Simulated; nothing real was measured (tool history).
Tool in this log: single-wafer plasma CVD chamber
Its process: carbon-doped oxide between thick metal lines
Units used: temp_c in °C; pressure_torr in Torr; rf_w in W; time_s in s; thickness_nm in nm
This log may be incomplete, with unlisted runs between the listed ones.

run	hour	temp_c	pressure_torr	rf_w	time_s	thickness_nm
1	0.0	355	5.64	505	92.7	491.12
2	8.5	357	5.37	470	92.7	460.09
3	15.5	365	5.37	470	92.7	453.95
4	21.9	365	5.37	470	95.8	468.61
5	23.4	365	5.37	470	95.8	468.64
6	31.1	366	5.16	450	95.5	445.12

The next listed run, before its measurement:
7	36.7	366	4.92	445	95.4	?

{"run 7": {"thickness_nm": 438.03}}
